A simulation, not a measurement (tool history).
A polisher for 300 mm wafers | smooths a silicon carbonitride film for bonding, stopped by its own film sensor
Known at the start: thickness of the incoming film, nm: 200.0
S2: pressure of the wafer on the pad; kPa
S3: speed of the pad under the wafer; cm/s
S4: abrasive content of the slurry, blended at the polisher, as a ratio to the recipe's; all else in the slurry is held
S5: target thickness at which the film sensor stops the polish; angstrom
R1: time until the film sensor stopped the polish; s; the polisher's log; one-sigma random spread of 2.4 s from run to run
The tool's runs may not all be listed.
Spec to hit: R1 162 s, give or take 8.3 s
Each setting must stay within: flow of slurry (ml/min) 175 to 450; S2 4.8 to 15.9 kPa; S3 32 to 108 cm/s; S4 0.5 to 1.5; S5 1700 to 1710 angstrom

Run 1, hour 0: flow of slurry (ml/min) 290, S2 10.3 kPa, S3 70 cm/s, S4 1, S5 1710 angstrom. Result: R1 234.81 s.
Run 2, hour 4.3: flow of slurry (ml/min) 290, S2 11 kPa, S3 70 cm/s, S4 1, S5 1710 angstrom. Result: R1 218.52 s.
Run 3, hour 10.7: flow of slurry (ml/min) 265, S2 11 kPa, S3 70 cm/s, S4 1, S5 1710 angstrom. Result: R1 222.71 s.
Run 4, hour 15: flow of slurry (ml/min) 265, S2 11 kPa, S3 70 cm/s, S4 1, S5 1710 angstrom. Result: R1 212.13 s.
Run 5, hour 21: flow of slurry (ml/min) 265, S2 11 kPa, S3 52 cm/s, S4 1, S5 1710 angstrom. Result: R1 263.55 s.
Run 6, hour 22.1: flow of slurry (ml/min) 265, S2 11 kPa, S3 52 cm/s, S4 1, S5 1700 angstrom. Result: R1 279.82 s.
Run 7, hour 29.7: flow of slurry (ml/min) 265, S2 12.4 kPa, S3 54 cm/s, S4 1, S5 1700 angstrom. Result: R1 238.14 s.
Run 8, hour 35.4: flow of slurry (ml/min) 265, S2 13.1 kPa, S3 56 cm/s, S4 1, S5 1700 angstrom. Result: R1 223.46 s.
Run 9, hour 39.8: flow of slurry (ml/min) 265, S2 13.8 kPa, S3 58 cm/s, S4 1, S5 1700 angstrom. Result: R1 203.61 s.
Run 10, hour 44.8: flow of slurry (ml/min) 265, S2 14.5 kPa, S3 60 cm/s, S4 1, S5 1700 angstrom. Result: R1 197.48 s.
Run 11, hour 49.4: flow of slurry (ml/min) 265, S2 15.9 kPa, S3 72 cm/s, S4 1.05, S5 1700 angstrom. Result: R1 151.67 s.

5 next moves are on the table. One of them brings every result within its allowed miss. Which?
Run A, hour 54: flow of slurry (ml/min) 275, S2 15.9 kPa, S3 68 cm/s, S4 1.25, S5 1700 angstrom. Result: R1 ?.
Run B, hour 54: flow of slurry (ml/min) 295, S2 15.9 kPa, S3 68 cm/s, S4 0.95, S5 1710 angstrom. Result: R1 ?.
Run C, hour 54: flow of slurry (ml/min) 270, S2 13.1 kPa, S3 90 cm/s, S4 1.1, S5 1710 angstrom. Result: R1 ?.
Run D, hour 54: flow of slurry (ml/min) 290, S2 15.9 kPa, S3 78 cm/s, S4 1.15, S5 1700 angstrom. Result: R1 ?.
Run E, hour 54: flow of slurry (ml/min) 295, S2 15.9 kPa, S3 74 cm/s, S4 1.05, S5 1710 angstrom. Result: R1 ?.

move      R1
   A  144.18
   B   158.4
   C  146.69
   D  135.35
   E  141.69
A: the biggest miss grows against the last run
B: all results land within tolerance of their targets
C: the biggest miss grows against the last run
D: the biggest miss grows against the last run
E: the biggest miss grows against the last run
The move that meets every target is B.
